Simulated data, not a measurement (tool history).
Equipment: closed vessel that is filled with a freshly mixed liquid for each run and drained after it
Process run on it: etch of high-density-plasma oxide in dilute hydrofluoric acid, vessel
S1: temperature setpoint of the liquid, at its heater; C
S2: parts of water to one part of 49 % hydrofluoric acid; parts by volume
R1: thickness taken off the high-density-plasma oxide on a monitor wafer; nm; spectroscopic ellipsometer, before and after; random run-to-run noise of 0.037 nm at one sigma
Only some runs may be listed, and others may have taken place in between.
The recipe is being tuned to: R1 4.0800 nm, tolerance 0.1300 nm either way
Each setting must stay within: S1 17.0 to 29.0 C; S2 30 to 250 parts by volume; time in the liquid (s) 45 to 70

run 1 hour=0.0 | S1=21.0 S2=140 time_in_the_liquid_(s)=70 | R1=2.1287
run 2 hour=1.7 | S1=23.0 S2=130 time_in_the_liquid_(s)=70 | R1=2.5301
run 3 hour=2.4 | S1=24.5 S2=120 time_in_the_liquid_(s)=70 | R1=2.9276
run 4 hour=7.8 | S1=24.5 S2=120 time_in_the_liquid_(s)=45 | R1=1.8864
run 5 hour=11.8 | S1=24.5 S2=95 time_in_the_liquid_(s)=50 | R1=2.7258
run 6 hour=18.5 | S1=25.0 S2=80 time_in_the_liquid_(s)=50 | R1=3.2996
run 7 hour=19.1 | S1=25.0 S2=75 time_in_the_liquid_(s)=50 | R1=3.6268
run 8 hour=23.3 | S1=25.0 S2=70 time_in_the_liquid_(s)=50 | R1=3.8788
run 9 hour=30.9 | S1=25.0 S2=65 time_in_the_liquid_(s)=50 | R1=4.2477
run 10 hour=32.3 | S1=25.0 S2=70 time_in_the_liquid_(s)=50 | R1=3.9520
run 11 hour=39.5 | S1=25.0 S2=65 time_in_the_liquid_(s)=50 | R1=4.2575
run 12 hour=45.5 | S1=25.0 S2=70 time_in_the_liquid_(s)=50 | R1=3.8578
run 13 hour=47.6 | S1=25.0 S2=65 time_in_the_liquid_(s)=50 | R1=4.1795
run 14 hour=54.1 | S1=25.0 S2=65 time_in_the_liquid_(s)=45 | R1=3.7219

Which single option among these 4 for the next run brings every result within its allowed miss of target? Just one does.
run A hour=60.6 | S1=23.0 S2=95 time_in_the_liquid_(s)=65 | R1=?
run B hour=60.6 | S1=22.5 S2=55 time_in_the_liquid_(s)=45 | R1=?
run C hour=60.6 | S1=24.0 S2=65 time_in_the_liquid_(s)=45 | R1=?
run D hour=60.6 | S1=28.0 S2=95 time_in_the_liquid_(s)=60 | R1=?

move=A R1=3.3316
move=B R1=4.1019
move=C R1=3.6444
move=D R1=3.7418
A: moves away from the targets compared with the last run
B: every result within its allowed miss
C: moves away from the targets compared with the last run
D: better than the last run, though not everything is in spec
B is the move that brings every result within its allowed miss.
